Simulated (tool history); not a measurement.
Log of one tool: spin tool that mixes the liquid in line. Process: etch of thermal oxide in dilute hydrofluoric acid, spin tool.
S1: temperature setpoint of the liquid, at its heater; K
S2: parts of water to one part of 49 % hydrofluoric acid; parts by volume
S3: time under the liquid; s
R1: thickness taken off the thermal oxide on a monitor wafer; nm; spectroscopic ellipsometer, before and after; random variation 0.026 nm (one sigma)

Run 1, hour 0.0: S1 296.15 K, S2 155 parts by volume, S3 305 s. Result: R1 8.1702 nm.
Run 2, hour 6.1: S1 299.15 K, S2 155 parts by volume, S3 305 s. Result: R1 9.1697 nm.
Run 3, hour 8.7: S1 299.15 K, S2 200 parts by volume, S3 305 s. Result: R1 6.6974 nm.
Run 4, hour 14.1: S1 298.15 K, S2 205 parts by volume, S3 305 s. Result: R1 6.2666 nm.
Run 5, hour 16.7: S1 300.15 K, S2 205 parts by volume, S3 305 s. Result: R1 6.6979 nm.
Run 6, hour 19.5: S1 300.15 K, S2 205 parts by volume, S3 330 s. Result: R1 7.2183 nm.
Run 7, hour 22.1: S1 299.15 K, S2 210 parts by volume, S3 330 s. Result: R1 6.7999 nm.
Run 8, hour 29.3: S1 295.15 K, S2 250 parts by volume, S3 330 s. Result: R1 4.7690 nm.
Run 9, hour 30.8: S1 294.65 K, S2 250 parts by volume, S3 330 s. Result: R1 4.6952 nm.

Forecast run 10:
At hour 37.6: thermometer replaced.
Run 10, hour 37.6: S1 294.15 K, S2 250 parts by volume, S3 330 s. Result: R1 ?.

R1: 4.3938 nm
